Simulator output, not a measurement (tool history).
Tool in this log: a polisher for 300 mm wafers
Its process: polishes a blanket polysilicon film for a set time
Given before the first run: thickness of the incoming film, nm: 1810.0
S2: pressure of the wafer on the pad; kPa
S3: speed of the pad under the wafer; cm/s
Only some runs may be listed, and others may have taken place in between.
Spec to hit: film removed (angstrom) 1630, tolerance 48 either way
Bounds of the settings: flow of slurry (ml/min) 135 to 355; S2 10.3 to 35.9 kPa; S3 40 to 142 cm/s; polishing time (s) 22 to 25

{"run": 1, "hour": 0.0, "flow of slurry (ml/min)": 225, "S2": 22.8, "S3": 90, "polishing time (s)": 25, "film removed (angstrom)": 2449.5}
{"run": 2, "hour": 3.5, "flow of slurry (ml/min)": 225, "S2": 22.8, "S3": 90, "polishing time (s)": 25, "film removed (angstrom)": 2458.2}
{"run": 3, "hour": 10.4, "flow of slurry (ml/min)": 225, "S2": 22.8, "S3": 90, "polishing time (s)": 25, "film removed (angstrom)": 2430.3}
{"run": 4, "hour": 17.2, "flow of slurry (ml/min)": 225, "S2": 28.3, "S3": 90, "polishing time (s)": 25, "film removed (angstrom)": 2877.4}
{"run": 5, "hour": 22.5, "flow of slurry (ml/min)": 225, "S2": 28.3, "S3": 90, "polishing time (s)": 22, "film removed (angstrom)": 2530.6}
{"run": 6, "hour": 27.6, "flow of slurry (ml/min)": 225, "S2": 26.2, "S3": 90, "polishing time (s)": 22, "film removed (angstrom)": 2373.1}
{"run": 7, "hour": 28.7, "flow of slurry (ml/min)": 225, "S2": 24.1, "S3": 90, "polishing time (s)": 22, "film removed (angstrom)": 2224.2}
{"run": 8, "hour": 34.2, "flow of slurry (ml/min)": 225, "S2": 22.8, "S3": 90, "polishing time (s)": 22, "film removed (angstrom)": 2147.8}
{"run": 9, "hour": 35.6, "flow of slurry (ml/min)": 225, "S2": 21.4, "S3": 90, "polishing time (s)": 22, "film removed (angstrom)": 2062.2}
{"run": 10, "hour": 36.8, "flow of slurry (ml/min)": 210, "S2": 14.5, "S3": 90, "polishing time (s)": 22, "film removed (angstrom)": 1568.1}
{"run": 11, "hour": 43.6, "flow of slurry (ml/min)": 215, "S2": 14.5, "S3": 90, "polishing time (s)": 22, "film removed (angstrom)": 1569.2}

4 next moves are on the table. One of them brings every result within its allowed miss. Which?
{"run": "A", "hour": 50.4, "flow of slurry (ml/min)": 235, "S2": 11.7, "S3": 84, "polishing time (s)": 25, "film removed (angstrom)": "?"}
{"run": "B", "hour": 50.4, "flow of slurry (ml/min)": 245, "S2": 13.1, "S3": 86, "polishing time (s)": 23, "film removed (angstrom)": "?"}
{"run": "C", "hour": 50.4, "flow of slurry (ml/min)": 235, "S2": 13.8, "S3": 92, "polishing time (s)": 23, "film removed (angstrom)": "?"}
{"run": "D", "hour": 50.4, "flow of slurry (ml/min)": 195, "S2": 16.5, "S3": 70, "polishing time (s)": 24, "film removed (angstrom)": "?"}

move=A film_removed_(angstrom)=1511.3
move=B film_removed_(angstrom)=1520.5
move=C film_removed_(angstrom)=1645.7
move=D film_removed_(angstrom)=1541.8
A: its largest miss is bigger than the last run's
B: its largest miss is bigger than the last run's
C: every result within its allowed miss
D: its largest miss is bigger than the last run's
Answer: C
